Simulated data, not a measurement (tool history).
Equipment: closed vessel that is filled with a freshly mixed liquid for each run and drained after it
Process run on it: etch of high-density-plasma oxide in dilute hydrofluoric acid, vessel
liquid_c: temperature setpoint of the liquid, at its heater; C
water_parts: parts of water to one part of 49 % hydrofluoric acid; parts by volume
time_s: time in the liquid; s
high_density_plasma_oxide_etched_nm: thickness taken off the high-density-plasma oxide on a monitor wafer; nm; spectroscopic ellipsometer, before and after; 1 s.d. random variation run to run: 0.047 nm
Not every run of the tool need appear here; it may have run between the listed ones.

run  hour  liquid_c  water_parts  time_s  high_density_plasma_oxide_etched_nm
  1     0        26           85      65                               4.8522
  2   7.4        26           95      65                               4.2389
  3  16.7        27           90      65                               4.6984
  4  20.7        27           70      65                               6.2348
  5  26.4        28           70      65                               6.4408
  6    34        28           40      65                               11.822

The next listed run, before its measurement:
  7  35.4        27           40      65                                    ?

high_density_plasma_oxide_etched_nm: 11.49 nm

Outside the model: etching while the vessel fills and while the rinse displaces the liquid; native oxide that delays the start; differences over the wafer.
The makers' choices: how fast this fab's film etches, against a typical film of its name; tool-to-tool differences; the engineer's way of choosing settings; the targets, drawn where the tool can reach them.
